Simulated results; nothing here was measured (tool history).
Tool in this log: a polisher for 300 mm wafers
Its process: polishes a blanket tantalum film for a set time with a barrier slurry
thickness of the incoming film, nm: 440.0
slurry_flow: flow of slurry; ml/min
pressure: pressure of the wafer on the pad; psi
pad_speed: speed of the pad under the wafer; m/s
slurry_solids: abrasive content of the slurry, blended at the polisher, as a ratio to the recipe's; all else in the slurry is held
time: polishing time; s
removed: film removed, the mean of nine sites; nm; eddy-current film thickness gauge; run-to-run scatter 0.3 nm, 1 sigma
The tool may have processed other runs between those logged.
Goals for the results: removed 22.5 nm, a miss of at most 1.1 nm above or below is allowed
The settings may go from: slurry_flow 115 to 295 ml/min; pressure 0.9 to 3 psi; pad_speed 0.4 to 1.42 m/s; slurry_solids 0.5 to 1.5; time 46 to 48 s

{"run": 1, "day": 0.0, "slurry_flow": 190, "pressure": 1.9, "pad_speed": 0.9, "slurry_solids": 1, "time": 46, "removed": 69.163}
{"run": 2, "day": 0.333, "slurry_flow": 190, "pressure": 1.8, "pad_speed": 0.82, "slurry_solids": 1, "time": 46, "removed": 59.169}
{"run": 3, "day": 0.471, "slurry_flow": 190, "pressure": 1.8, "pad_speed": 0.82, "slurry_solids": 0.85, "time": 46, "removed": 57.334}
{"run": 4, "day": 0.5, "slurry_flow": 190, "pressure": 1.7, "pad_speed": 0.76, "slurry_solids": 0.85, "time": 46, "removed": 48.817}
{"run": 5, "day": 0.821, "slurry_flow": 190, "pressure": 1.6, "pad_speed": 0.72, "slurry_solids": 0.85, "time": 46, "removed": 44.641}
{"run": 6, "day": 1.15, "slurry_flow": 190, "pressure": 1.5, "pad_speed": 0.68, "slurry_solids": 0.85, "time": 46, "removed": 40.194}
{"run": 7, "day": 1.333, "slurry_flow": 190, "pressure": 1.4, "pad_speed": 0.66, "slurry_solids": 0.85, "time": 46, "removed": 36.946}
{"run": 8, "day": 1.362, "slurry_flow": 185, "pressure": 0.9, "pad_speed": 0.44, "slurry_solids": 0.8, "time": 46, "removed": 16.725}
{"run": 9, "day": 1.612, "slurry_flow": 185, "pressure": 0.9, "pad_speed": 0.44, "slurry_solids": 0.8, "time": 46, "removed": 16.095}
{"run": 10, "day": 1.775, "slurry_flow": 190, "pressure": 1, "pad_speed": 0.44, "slurry_solids": 0.8, "time": 46, "removed": 18.029}
{"run": 11, "day": 2.062, "slurry_flow": 195, "pressure": 1, "pad_speed": 0.44, "slurry_solids": 0.8, "time": 46, "removed": 18.249}
{"run": 12, "day": 2.333, "slurry_flow": 200, "pressure": 1, "pad_speed": 0.44, "slurry_solids": 0.8, "time": 46, "removed": 17.892}

Below are 5 possible settings for the next run. Only one of them brings all results inside the allowed miss of their targets. Which is it?
{"run": "A", "day": 2.604, "slurry_flow": 195, "pressure": 1.2, "pad_speed": 0.46, "slurry_solids": 0.8, "time": 46, "removed": "?"}
{"run": "B", "day": 2.604, "slurry_flow": 205, "pressure": 0.9, "pad_speed": 0.42, "slurry_solids": 0.85, "time": 46, "removed": "?"}
{"run": "C", "day": 2.604, "slurry_flow": 145, "pressure": 1.2, "pad_speed": 0.42, "slurry_solids": 0.7, "time": 47, "removed": "?"}
{"run": "D", "day": 2.604, "slurry_flow": 190, "pressure": 0.9, "pad_speed": 0.4, "slurry_solids": 0.75, "time": 46, "removed": "?"}
{"run": "E", "day": 2.604, "slurry_flow": 135, "pressure": 1.2, "pad_speed": 0.4, "slurry_solids": 0.65, "time": 46, "removed": "?"}

move=A removed=21.614
move=B removed=15.786
move=C removed=18.497
move=D removed=14.371
move=E removed=16.636
A: every result within its allowed miss
B: lands further from the targets than the last run did
C: gains on the last run, yet a result remains outside its allowed miss
D: lands further from the targets than the last run did
E: lands further from the targets than the last run did
The right move is A.

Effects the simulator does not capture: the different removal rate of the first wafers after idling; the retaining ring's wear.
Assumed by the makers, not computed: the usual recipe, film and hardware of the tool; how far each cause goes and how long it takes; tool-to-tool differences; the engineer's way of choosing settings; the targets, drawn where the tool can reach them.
